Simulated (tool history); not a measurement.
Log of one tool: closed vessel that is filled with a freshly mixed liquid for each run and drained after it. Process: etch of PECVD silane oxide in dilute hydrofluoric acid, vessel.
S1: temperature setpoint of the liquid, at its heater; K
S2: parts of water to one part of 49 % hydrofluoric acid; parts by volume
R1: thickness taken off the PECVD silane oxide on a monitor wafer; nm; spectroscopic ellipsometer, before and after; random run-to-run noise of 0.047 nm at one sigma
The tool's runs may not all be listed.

Run 1, hour 0.0: S1 299.15 K, S2 120 parts by volume, time in the liquid (s) 125. Result: R1 17.113 nm.
Run 2, hour 5.2: S1 299.15 K, S2 120 parts by volume, time in the liquid (s) 90. Result: R1 12.332 nm.
Run 3, hour 11.3: S1 299.65 K, S2 120 parts by volume, time in the liquid (s) 90. Result: R1 12.566 nm.
Run 4, hour 19.9: S1 299.65 K, S2 120 parts by volume, time in the liquid (s) 90. Result: R1 12.579 nm.
Run 5, hour 22.5: S1 296.15 K, S2 120 parts by volume, time in the liquid (s) 90. Result: R1 11.055 nm.
Run 6, hour 25.2: S1 296.15 K, S2 120 parts by volume, time in the liquid (s) 90. Result: R1 10.977 nm.
Run 7, hour 33.8: S1 297.15 K, S2 120 parts by volume, time in the liquid (s) 90. Result: R1 11.395 nm.
Run 8, hour 40.2: S1 298.15 K, S2 120 parts by volume, time in the liquid (s) 90. Result: R1 11.907 nm.

For run 9, what comes out?
Run 9, hour 42.6: S1 298.65 K, S2 120 parts by volume, time in the liquid (s) 90. Result: R1 ?.

R1: 12.064 nm
